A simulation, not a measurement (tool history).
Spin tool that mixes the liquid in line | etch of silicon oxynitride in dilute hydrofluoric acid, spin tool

run,hour,temperature setpoint of the liquid (K),parts of water to one part of 49 % hydrofluoric acid (parts by volume),time under the liquid (s),thickness taken off the silicon oxynitride on a monitor wafer (Å)
1,0,299.15,135,70,26.991
2,6.8,299.65,135,70,28.116
3,12.3,300.15,135,70,28.133
4,21,298.15,135,70,26.056
5,27.7,298.65,135,70,26.345
6,31.7,299.15,135,70,27.315

Forecast run 7:
7,32.7,299.65,135,70,?

thickness taken off the silicon oxynitride on a monitor wafer (Å): 27.838
